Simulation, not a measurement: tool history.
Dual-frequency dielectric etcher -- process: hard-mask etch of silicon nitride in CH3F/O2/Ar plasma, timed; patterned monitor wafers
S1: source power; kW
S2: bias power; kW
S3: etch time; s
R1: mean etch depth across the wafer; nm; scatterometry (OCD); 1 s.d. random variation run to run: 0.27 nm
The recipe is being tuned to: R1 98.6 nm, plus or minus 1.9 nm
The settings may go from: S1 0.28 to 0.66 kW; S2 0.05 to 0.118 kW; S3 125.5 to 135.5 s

run  hour    S1     S2     S3      R1
  1     0  0.47  0.084  135.5  112.13
  2     6  0.47  0.084  125.5  104.39
  3   6.8  0.47   0.09  125.5  107.44
  4  11.1  0.46   0.09  125.5  106.24
  5    12  0.46  0.099  125.5  110.54
  6  12.7  0.46  0.099  135.5  119.95
  7  19.9  0.44  0.098  135.5  117.62
  8  28.9  0.43  0.096    135  115.35
  9  35.9  0.42  0.094    135  113.12
 10  36.9  0.41  0.093    135  111.34
 11  40.9   0.4  0.092    135  110.12
 12  47.4  0.39  0.091    135  108.71
 13    53  0.38   0.09    135  107.35
 14  55.9  0.37  0.089    135   105.7

Of the 5 settings listed for the next run, only one would bring every result within its allowed miss of target. Which one?
  A  58.8  0.34  0.076    130   ?
  B  58.8  0.42  0.102    128   ?
  C  58.8  0.38  0.087  125.5   ?
  D  58.8  0.39  0.094  125.5   ?
  E  58.8  0.38  0.072  128.5   ?

move      R1
   A  93.401
   B  111.57
   C  98.973
   D  103.16
   E  93.459
A: takes the result that was furthest off past its target
B: lands further from the targets than the last run did
C: hits every target within its allowed miss
D: moves toward the targets from the last run without getting all of them in spec
E: takes the result that was furthest off past its target
Move C is the one to make.
